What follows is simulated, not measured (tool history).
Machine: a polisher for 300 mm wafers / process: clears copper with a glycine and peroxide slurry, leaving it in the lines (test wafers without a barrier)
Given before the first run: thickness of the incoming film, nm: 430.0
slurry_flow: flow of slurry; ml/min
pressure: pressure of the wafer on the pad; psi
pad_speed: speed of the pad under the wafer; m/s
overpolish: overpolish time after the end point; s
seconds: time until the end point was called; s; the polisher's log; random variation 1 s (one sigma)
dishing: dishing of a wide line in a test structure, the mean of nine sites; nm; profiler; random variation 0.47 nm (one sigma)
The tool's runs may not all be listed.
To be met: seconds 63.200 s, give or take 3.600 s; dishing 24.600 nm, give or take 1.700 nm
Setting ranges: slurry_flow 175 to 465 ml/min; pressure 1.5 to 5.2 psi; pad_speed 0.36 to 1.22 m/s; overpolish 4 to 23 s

run 1 day=0.000 | slurry_flow=295 pressure=3.3 pad_speed=0.78 overpolish=12 | seconds=75.737 dishing=44.518
run 2 day=0.233 | slurry_flow=295 pressure=4.0 pad_speed=0.78 overpolish=12 | seconds=65.429 dishing=51.232
run 3 day=0.596 | slurry_flow=295 pressure=3.6 pad_speed=0.86 overpolish=10 | seconds=64.981 dishing=41.221
run 4 day=0.704 | slurry_flow=295 pressure=3.6 pad_speed=1.00 overpolish=10 | seconds=59.623 dishing=48.524
run 5 day=1.062 | slurry_flow=295 pressure=3.6 pad_speed=1.00 overpolish=8 | seconds=56.021 dishing=40.281
run 6 day=1.292 | slurry_flow=250 pressure=3.6 pad_speed=1.00 overpolish=8 | seconds=57.949 dishing=40.572
run 7 day=1.658 | slurry_flow=335 pressure=2.6 pad_speed=1.02 overpolish=4 | seconds=72.883 dishing=17.261
run 8 day=1.975 | slurry_flow=330 pressure=2.7 pad_speed=1.02 overpolish=4 | seconds=71.073 dishing=18.421
run 9 day=2.271 | slurry_flow=325 pressure=2.8 pad_speed=1.02 overpolish=4 | seconds=68.253 dishing=18.022

Which one of the following 5 next-run settings gets every result inside its allowed miss? There is exactly one.
run A day=2.567 | slurry_flow=370 pressure=3.2 pad_speed=0.98 overpolish=4 | seconds=? dishing=?
run B day=2.567 | slurry_flow=310 pressure=2.8 pad_speed=0.92 overpolish=5 | seconds=? dishing=?
run C day=2.567 | slurry_flow=345 pressure=2.2 pad_speed=1.12 overpolish=6 | seconds=? dishing=?
run D day=2.567 | slurry_flow=365 pressure=2.2 pad_speed=1.10 overpolish=6 | seconds=? dishing=?
run E day=2.567 | slurry_flow=310 pressure=2.8 pad_speed=1.12 overpolish=5 | seconds=? dishing=?

move=A seconds=62.689 dishing=20.264
move=B seconds=74.122 dishing=21.277
move=C seconds=74.971 dishing=24.578
move=D seconds=75.779 dishing=24.355
move=E seconds=62.969 dishing=24.560
A: closer than the last run, but not yet in spec
B: closer than the last run, but not yet in spec
C: meets the target for the result that was furthest off, but another lies outside its allowed miss
D: meets the target for the result that was furthest off, but another lies outside its allowed miss
E: all results land within tolerance of their targets
Answer: E
